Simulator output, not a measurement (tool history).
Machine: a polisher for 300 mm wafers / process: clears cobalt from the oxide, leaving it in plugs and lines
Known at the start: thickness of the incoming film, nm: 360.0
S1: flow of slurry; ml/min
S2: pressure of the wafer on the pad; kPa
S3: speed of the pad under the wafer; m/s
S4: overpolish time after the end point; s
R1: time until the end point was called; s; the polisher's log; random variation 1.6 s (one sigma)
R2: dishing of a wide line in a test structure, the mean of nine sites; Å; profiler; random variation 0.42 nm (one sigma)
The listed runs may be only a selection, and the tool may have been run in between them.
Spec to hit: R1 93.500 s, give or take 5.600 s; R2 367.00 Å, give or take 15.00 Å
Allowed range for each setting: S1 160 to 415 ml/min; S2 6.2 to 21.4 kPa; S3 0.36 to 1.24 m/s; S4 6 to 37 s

{"run": 1, "day": 0.0, "S1": 265, "S2": 13.8, "S3": 0.8, "S4": 19, "R1": 70.173, "R2": 353.23}
{"run": 2, "day": 0.212, "S1": 265, "S2": 16.5, "S3": 0.8, "S4": 19, "R1": 61.437, "R2": 367.74}
{"run": 3, "day": 0.488, "S1": 265, "S2": 15.2, "S3": 0.78, "S4": 21, "R1": 65.079, "R2": 371.3}
{"run": 4, "day": 0.533, "S1": 205, "S2": 15.2, "S3": 0.78, "S4": 21, "R1": 68.98, "R2": 352.97}
{"run": 5, "day": 0.667, "S1": 205, "S2": 13.8, "S3": 0.76, "S4": 23, "R1": 75.436, "R2": 361.09}
{"run": 6, "day": 0.933, "S1": 205, "S2": 13.8, "S3": 0.84, "S4": 23, "R1": 69.545, "R2": 369.99}
{"run": 7, "day": 1.171, "S1": 205, "S2": 12.4, "S3": 0.84, "S4": 24, "R1": 77.3, "R2": 370.43}
{"run": 8, "day": 1.329, "S1": 205, "S2": 11.7, "S3": 0.84, "S4": 24, "R1": 77.06, "R2": 366.16}
{"run": 9, "day": 1.517, "S1": 205, "S2": 11.0, "S3": 0.84, "S4": 25, "R1": 81.584, "R2": 360.59}
{"run": 10, "day": 1.7, "S1": 205, "S2": 10.3, "S3": 0.84, "S4": 26, "R1": 86.278, "R2": 369.9}

Exercise: of the 4 proposed moves below, exactly one satisfies all targets within the stated allowed misses. Which move is it?
{"run": "A", "day": 1.883, "S1": 195, "S2": 10.3, "S3": 0.88, "S4": 25, "R1": "?", "R2": "?"}
{"run": "B", "day": 1.883, "S1": 185, "S2": 8.3, "S3": 0.9, "S4": 27, "R1": "?", "R2": "?"}
{"run": "C", "day": 1.883, "S1": 250, "S2": 11.7, "S3": 0.84, "S4": 25, "R1": "?", "R2": "?"}
{"run": "D", "day": 1.883, "S1": 180, "S2": 11.7, "S3": 0.88, "S4": 24, "R1": "?", "R2": "?"}

move=A R1=80.587 R2=372.78
move=B R1=91.686 R2=369.06
move=C R1=75.101 R2=378.08
move=D R1=74.847 R2=374.93
A: moves away from the targets compared with the last run
B: each result inside its tolerance
C: moves away from the targets compared with the last run
D: moves away from the targets compared with the last run
So the answer is move B, the one that meets all the targets.
